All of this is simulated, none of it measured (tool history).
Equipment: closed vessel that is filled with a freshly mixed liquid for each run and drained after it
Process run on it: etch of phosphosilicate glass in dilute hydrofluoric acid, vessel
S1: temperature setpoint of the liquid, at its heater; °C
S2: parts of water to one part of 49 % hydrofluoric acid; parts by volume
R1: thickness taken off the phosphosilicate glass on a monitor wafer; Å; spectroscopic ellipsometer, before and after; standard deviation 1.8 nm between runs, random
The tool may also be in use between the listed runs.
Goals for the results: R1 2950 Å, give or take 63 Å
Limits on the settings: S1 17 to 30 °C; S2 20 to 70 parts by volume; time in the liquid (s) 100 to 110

{"run": 1, "hour": 0.0, "S1": 22, "S2": 40, "time in the liquid (s)": 100, "R1": 2491.2}
{"run": 2, "hour": 7.0, "S1": 23, "S2": 40, "time in the liquid (s)": 100, "R1": 2616.2}
{"run": 3, "hour": 12.7, "S1": 23, "S2": 40, "time in the liquid (s)": 110, "R1": 2871.6}
{"run": 4, "hour": 17.8, "S1": 23, "S2": 50, "time in the liquid (s)": 110, "R1": 2274.2}
{"run": 5, "hour": 26.4, "S1": 21.5, "S2": 50, "time in the liquid (s)": 110, "R1": 2145.5}
{"run": 6, "hour": 34.5, "S1": 21.5, "S2": 50, "time in the liquid (s)": 110, "R1": 2152}
{"run": 7, "hour": 37.2, "S1": 24, "S2": 50, "time in the liquid (s)": 110, "R1": 2371.4}
{"run": 8, "hour": 45.0, "S1": 25.5, "S2": 50, "time in the liquid (s)": 110, "R1": 2507.3}
{"run": 9, "hour": 48.7, "S1": 26.5, "S2": 50, "time in the liquid (s)": 110, "R1": 2640.1}
{"run": 10, "hour": 52.1, "S1": 27, "S2": 50, "time in the liquid (s)": 110, "R1": 2654}
{"run": 11, "hour": 54.1, "S1": 28, "S2": 50, "time in the liquid (s)": 110, "R1": 2808.4}
{"run": 12, "hour": 59.8, "S1": 28.5, "S2": 50, "time in the liquid (s)": 110, "R1": 2840}

Which single option among these 4 for the next run brings every result within its allowed miss of target? Just one does.
{"run": "A", "hour": 65.5, "S1": 27.5, "S2": 45, "time in the liquid (s)": 100, "R1": "?"}
{"run": "B", "hour": 65.5, "S1": 26.5, "S2": 45, "time in the liquid (s)": 110, "R1": "?"}
{"run": "C", "hour": 65.5, "S1": 29.5, "S2": 50, "time in the liquid (s)": 105, "R1": "?"}
{"run": "D", "hour": 65.5, "S1": 28, "S2": 50, "time in the liquid (s)": 110, "R1": "?"}

move=A R1=2773.3
move=B R1=2929.9
move=C R1=2816.9
move=D R1=2780.7
A: its largest miss is bigger than the last run's
B: all results land within tolerance of their targets
C: its largest miss is bigger than the last run's
D: its largest miss is bigger than the last run's
Correct choice: B, which meets every target
